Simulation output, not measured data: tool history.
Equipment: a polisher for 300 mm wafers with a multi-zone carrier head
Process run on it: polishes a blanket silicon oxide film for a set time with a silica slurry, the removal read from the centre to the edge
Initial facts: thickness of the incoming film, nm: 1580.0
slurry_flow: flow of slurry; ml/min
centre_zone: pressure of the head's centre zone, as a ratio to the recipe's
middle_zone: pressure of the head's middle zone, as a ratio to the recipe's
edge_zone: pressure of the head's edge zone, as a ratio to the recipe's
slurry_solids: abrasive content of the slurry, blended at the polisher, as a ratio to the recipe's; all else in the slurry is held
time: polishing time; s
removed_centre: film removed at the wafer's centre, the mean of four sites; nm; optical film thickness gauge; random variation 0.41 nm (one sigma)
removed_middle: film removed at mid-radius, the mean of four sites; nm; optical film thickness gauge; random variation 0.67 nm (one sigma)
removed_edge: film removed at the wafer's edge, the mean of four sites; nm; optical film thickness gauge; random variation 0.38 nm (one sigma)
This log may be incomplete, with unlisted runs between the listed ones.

run 1 day=0.000 | slurry_flow=280 centre_zone=1.00 middle_zone=1.00 edge_zone=1.00 slurry_solids=1.00 time=34 | removed_centre=98.980 removed_middle=94.410 removed_edge=92.580
run 2 day=0.296 | slurry_flow=280 centre_zone=1.00 middle_zone=1.00 edge_zone=1.08 slurry_solids=1.00 time=34 | removed_centre=100.110 removed_middle=93.075 removed_edge=95.441
run 3 day=0.421 | slurry_flow=270 centre_zone=0.98 middle_zone=0.97 edge_zone=1.07 slurry_solids=0.90 time=32 | removed_centre=84.325 removed_middle=77.766 removed_edge=83.123
run 4 day=0.604 | slurry_flow=270 centre_zone=1.04 middle_zone=0.97 edge_zone=1.07 slurry_solids=0.90 time=32 | removed_centre=89.619 removed_middle=79.131 removed_edge=82.474
run 5 day=0.788 | slurry_flow=260 centre_zone=1.02 middle_zone=0.94 edge_zone=1.05 slurry_solids=0.80 time=31 | removed_centre=76.079 removed_middle=68.655 removed_edge=72.158
run 6 day=1.150 | slurry_flow=295 centre_zone=1.02 middle_zone=0.94 edge_zone=1.05 slurry_solids=0.80 time=31 | removed_centre=77.805 removed_middle=68.560 removed_edge=71.478
run 7 day=1.388 | slurry_flow=295 centre_zone=1.00 middle_zone=0.91 edge_zone=1.05 slurry_solids=0.75 time=31 | removed_centre=71.441 removed_middle=62.771 removed_edge=67.501
run 8 day=1.717 | slurry_flow=300 centre_zone=0.98 middle_zone=0.89 edge_zone=1.04 slurry_solids=0.70 time=31 | removed_centre=65.669 removed_middle=56.455 removed_edge=62.985
run 9 day=2.008 | slurry_flow=300 centre_zone=0.96 middle_zone=0.88 edge_zone=1.02 slurry_solids=0.70 time=31 | removed_centre=63.951 removed_middle=56.156 removed_edge=63.076
run 10 day=2.200 | slurry_flow=305 centre_zone=0.95 middle_zone=0.87 edge_zone=1.00 slurry_solids=0.70 time=31 | removed_centre=63.593 removed_middle=56.950 removed_edge=61.987
run 11 day=2.238 | slurry_flow=305 centre_zone=0.95 middle_zone=0.87 edge_zone=1.00 slurry_solids=0.70 time=31 | removed_centre=64.832 removed_middle=56.194 removed_edge=61.449
run 12 day=2.400 | slurry_flow=305 centre_zone=0.93 middle_zone=0.86 edge_zone=1.00 slurry_solids=0.70 time=31 | removed_centre=62.460 removed_middle=56.972 removed_edge=62.199
run 13 day=2.438 | slurry_flow=305 centre_zone=0.93 middle_zone=0.86 edge_zone=1.00 slurry_solids=0.70 time=31 | removed_centre=63.348 removed_middle=57.669 removed_edge=61.753
run 14 day=2.783 | slurry_flow=305 centre_zone=0.93 middle_zone=0.85 edge_zone=1.01 slurry_solids=0.65 time=31 | removed_centre=57.317 removed_middle=52.260 removed_edge=56.159
run 15 day=3.104 | slurry_flow=320 centre_zone=0.93 middle_zone=0.84 edge_zone=1.04 slurry_solids=0.65 time=31 | removed_centre=57.662 removed_middle=51.319 removed_edge=58.282
run 16 day=3.358 | slurry_flow=320 centre_zone=0.93 middle_zone=0.83 edge_zone=1.04 slurry_solids=0.65 time=31 | removed_centre=57.361 removed_middle=50.822 removed_edge=58.439
run 17 day=3.696 | slurry_flow=320 centre_zone=0.92 middle_zone=0.82 edge_zone=1.04 slurry_solids=0.65 time=31 | removed_centre=57.389 removed_middle=49.542 removed_edge=58.479
run 18 day=3.767 | slurry_flow=320 centre_zone=0.91 middle_zone=0.82 edge_zone=1.03 slurry_solids=0.65 time=31 | removed_centre=56.556 removed_middle=49.758 removed_edge=57.971

What will run 19 give?
run 19 day=3.896 | slurry_flow=320 centre_zone=0.90 middle_zone=0.81 edge_zone=1.03 slurry_solids=0.65 time=31 | removed_centre=? removed_middle=? removed_edge=?

{"run 19": {"removed_centre": 55.329, "removed_middle": 50.64, "removed_edge": 57.617}}
